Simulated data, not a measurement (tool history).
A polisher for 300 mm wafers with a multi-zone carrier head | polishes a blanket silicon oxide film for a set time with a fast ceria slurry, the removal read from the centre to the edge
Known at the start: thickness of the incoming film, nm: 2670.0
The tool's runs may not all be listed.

| run | hour | flow of slurry (ml/min) | pressure of the head's centre zone | pressure of the head's middle zone | pressure of the head's edge zone | polishing time (s) | film removed at the wafer's centre (angstrom) | film removed at mid-radius (angstrom) | film removed at the wafer's edge (angstrom) |
|---|---|---|---|---|---|---|---|---|---|
| 1 | 0 | 150 | 1 | 1 | 1 | 41 | 3753.5 | 3648.2 | 3745.9 |
| 2 | 4.8 | 150 | 1 | 1 | 0.95 | 41 | 3727.2 | 3676.3 | 3610.8 |
| 3 | 13.7 | 150 | 1 | 1 | 0.95 | 46 | 4244.8 | 4074 | 3979.2 |
| 4 | 19.4 | 150 | 1 | 1.05 | 0.95 | 46 | 4167.4 | 4255.9 | 4054.4 |
| 5 | 27.8 | 120 | 1 | 1.05 | 0.95 | 46 | 3925.3 | 4045.1 | 3899.4 |
| 6 | 31.7 | 140 | 1.01 | 1.04 | 0.96 | 46 | 4173.2 | 4096.9 | 4084.2 |
| 7 | 35.2 | 155 | 1.02 | 1.04 | 0.96 | 46 | 4275.6 | 4233.9 | 4069 |
| 8 | 36.9 | 195 | 1.11 | 0.99 | 1.06 | 47 | 5006.3 | 4241.4 | 4526 |

Forecast run 9:
| 9 | 42.3 | 195 | 1.11 | 1 | 1.05 | 47 | ? | ? | ? |

film removed at the wafer's centre (angstrom): 4967.5
film removed at mid-radius (angstrom): 4348.6
film removed at the wafer's edge (angstrom): 4523.4
